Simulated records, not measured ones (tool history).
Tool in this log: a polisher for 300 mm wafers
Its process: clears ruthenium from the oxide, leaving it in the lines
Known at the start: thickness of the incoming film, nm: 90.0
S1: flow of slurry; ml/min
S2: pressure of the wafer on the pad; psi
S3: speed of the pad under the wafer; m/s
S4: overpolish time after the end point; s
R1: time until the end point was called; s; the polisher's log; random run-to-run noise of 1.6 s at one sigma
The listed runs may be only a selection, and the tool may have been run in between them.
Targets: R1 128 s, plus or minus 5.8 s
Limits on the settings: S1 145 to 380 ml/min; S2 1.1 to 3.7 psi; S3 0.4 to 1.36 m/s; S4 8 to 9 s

Run 1, day 0: S1 245 ml/min, S2 2.4 psi, S3 0.88 m/s, S4 9 s. Result: R1 74.242 s.
Run 2, day 0.067: S1 245 ml/min, S2 2.4 psi, S3 0.72 m/s, S4 9 s. Result: R1 88.247 s.
Run 3, day 0.171: S1 245 ml/min, S2 2.3 psi, S3 0.72 m/s, S4 9 s. Result: R1 94.611 s.
Run 4, day 0.258: S1 245 ml/min, S2 2.2 psi, S3 0.72 m/s, S4 9 s. Result: R1 98.095 s.
Run 5, day 0.354: S1 275 ml/min, S2 2.2 psi, S3 0.72 m/s, S4 9 s. Result: R1 97.61 s.
Run 6, day 0.571: S1 275 ml/min, S2 2.2 psi, S3 0.72 m/s, S4 8 s. Result: R1 96.706 s.
Run 7, day 0.85: S1 275 ml/min, S2 2.1 psi, S3 0.72 m/s, S4 8 s. Result: R1 101.44 s.
Run 8, day 0.967: S1 275 ml/min, S2 1.8 psi, S3 0.72 m/s, S4 8 s. Result: R1 116.21 s.

Exercise: of the 5 proposed moves below, exactly one satisfies all targets within the stated allowed misses. Which move is it?
Run A, day 1.083: S1 230 ml/min, S2 1.7 psi, S3 0.82 m/s, S4 8 s. Result: R1 ?.
Run B, day 1.083: S1 290 ml/min, S2 1.6 psi, S3 0.64 m/s, S4 9 s. Result: R1 ?.
Run C, day 1.083: S1 225 ml/min, S2 1.7 psi, S3 0.64 m/s, S4 8 s. Result: R1 ?.
Run D, day 1.083: S1 195 ml/min, S2 2.2 psi, S3 0.56 m/s, S4 8 s. Result: R1 ?.
Run E, day 1.083: S1 335 ml/min, S2 1.5 psi, S3 0.7 m/s, S4 9 s. Result: R1 ?.

move      R1
   A  114.74
   B  146.52
   C  142.55
   D  127.66
   E  142.23
A: moves away from the targets compared with the last run
B: moves the result that the last run missed by most past its target, out the other side
C: moves the result that the last run missed by most past its target, out the other side
D: in spec on every target
E: moves the result that the last run missed by most past its target, out the other side
The move that meets every target is D.
